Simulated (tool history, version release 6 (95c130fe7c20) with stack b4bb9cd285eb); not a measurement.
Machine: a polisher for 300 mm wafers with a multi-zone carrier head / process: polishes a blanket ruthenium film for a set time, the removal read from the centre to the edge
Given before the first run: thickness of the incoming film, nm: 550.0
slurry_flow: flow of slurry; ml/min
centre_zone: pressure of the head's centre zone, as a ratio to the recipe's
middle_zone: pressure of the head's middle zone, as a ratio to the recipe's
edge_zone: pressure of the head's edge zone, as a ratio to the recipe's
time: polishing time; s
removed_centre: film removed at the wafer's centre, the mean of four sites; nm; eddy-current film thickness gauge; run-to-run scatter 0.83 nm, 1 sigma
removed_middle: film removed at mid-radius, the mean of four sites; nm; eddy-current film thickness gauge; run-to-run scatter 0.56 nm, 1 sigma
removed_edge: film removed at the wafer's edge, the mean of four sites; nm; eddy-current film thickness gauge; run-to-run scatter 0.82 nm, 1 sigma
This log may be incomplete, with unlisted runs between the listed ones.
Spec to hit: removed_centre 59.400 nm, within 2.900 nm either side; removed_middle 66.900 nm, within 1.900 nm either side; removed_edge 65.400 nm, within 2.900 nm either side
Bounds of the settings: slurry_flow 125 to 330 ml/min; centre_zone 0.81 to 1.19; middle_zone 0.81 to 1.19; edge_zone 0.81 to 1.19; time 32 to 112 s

Run 1, hour 0.0: slurry_flow 210 ml/min, centre_zone 1.00, middle_zone 1.00, edge_zone 1.00, time 72 s. Result: removed_centre 55.858 nm, removed_middle 55.562 nm, removed_edge 56.727 nm.
Run 2, hour 8.3: slurry_flow 210 ml/min, centre_zone 1.00, middle_zone 1.00, edge_zone 1.00, time 84 s. Result: removed_centre 66.131 nm, removed_middle 64.643 nm, removed_edge 66.810 nm.
Run 3, hour 13.7: slurry_flow 210 ml/min, centre_zone 0.98, middle_zone 1.01, edge_zone 1.00, time 84 s. Result: removed_centre 66.698 nm, removed_middle 65.563 nm, removed_edge 64.834 nm.
Run 4, hour 17.5: slurry_flow 210 ml/min, centre_zone 0.98, middle_zone 0.94, edge_zone 1.00, time 84 s. Result: removed_centre 65.151 nm, removed_middle 61.444 nm, removed_edge 67.279 nm.
Run 5, hour 25.6: slurry_flow 215 ml/min, centre_zone 0.95, middle_zone 0.96, edge_zone 1.01, time 84 s. Result: removed_centre 62.724 nm, removed_middle 62.381 nm, removed_edge 66.740 nm.
Run 6, hour 27.7: slurry_flow 215 ml/min, centre_zone 0.95, middle_zone 0.96, edge_zone 1.01, time 69 s. Result: removed_centre 51.613 nm, removed_middle 51.293 nm, removed_edge 54.791 nm.
Run 7, hour 34.5: slurry_flow 220 ml/min, centre_zone 0.94, middle_zone 0.99, edge_zone 1.04, time 71 s. Result: removed_centre 53.504 nm, removed_middle 55.303 nm, removed_edge 58.117 nm.
Run 8, hour 41.8: slurry_flow 230 ml/min, centre_zone 0.94, middle_zone 1.01, edge_zone 1.06, time 71 s. Result: removed_centre 53.667 nm, removed_middle 55.926 nm, removed_edge 57.400 nm.
Run 9, hour 50.5: slurry_flow 230 ml/min, centre_zone 0.93, middle_zone 1.02, edge_zone 1.08, time 73 s. Result: removed_centre 54.641 nm, removed_middle 57.811 nm, removed_edge 59.911 nm.
Run 10, hour 51.1: slurry_flow 235 ml/min, centre_zone 0.93, middle_zone 1.04, edge_zone 1.10, time 74 s. Result: removed_centre 54.769 nm, removed_middle 60.221 nm, removed_edge 60.866 nm.

5 next moves are on the table. One of them brings every result within its allowed miss. Which?
Run A, hour 51.7: slurry_flow 205 ml/min, centre_zone 0.97, middle_zone 1.15, edge_zone 1.13, time 78 s. Result: removed_centre ?, removed_middle ?, removed_edge ?.
Run B, hour 51.7: slurry_flow 285 ml/min, centre_zone 0.91, middle_zone 1.18, edge_zone 1.08, time 79 s. Result: removed_centre ?, removed_middle ?, removed_edge ?.
Run C, hour 51.7: slurry_flow 245 ml/min, centre_zone 0.85, middle_zone 1.03, edge_zone 1.16, time 77 s. Result: removed_centre ?, removed_middle ?, removed_edge ?.
Run D, hour 51.7: slurry_flow 265 ml/min, centre_zone 1.14, middle_zone 1.04, edge_zone 1.04, time 67 s. Result: removed_centre ?, removed_middle ?, removed_edge ?.
Run E, hour 51.7: slurry_flow 130 ml/min, centre_zone 0.83, middle_zone 1.07, edge_zone 1.17, time 86 s. Result: removed_centre ?, removed_middle ?, removed_edge ?.

move  removed_centre  removed_middle  removed_edge
   A          59.847          66.623        63.691
   B          59.472          71.888        65.082
   C          53.050          61.328        64.907
   D          62.687          54.222        54.028
   E          51.207          63.458        67.222
A: each result inside its tolerance
B: takes the biggest miss from the last run beyond its target
C: better than the last run, though not everything is in spec
D: misses by more than the last run did
E: better than the last run, though not everything is in spec
A is the move that brings every result within its allowed miss.
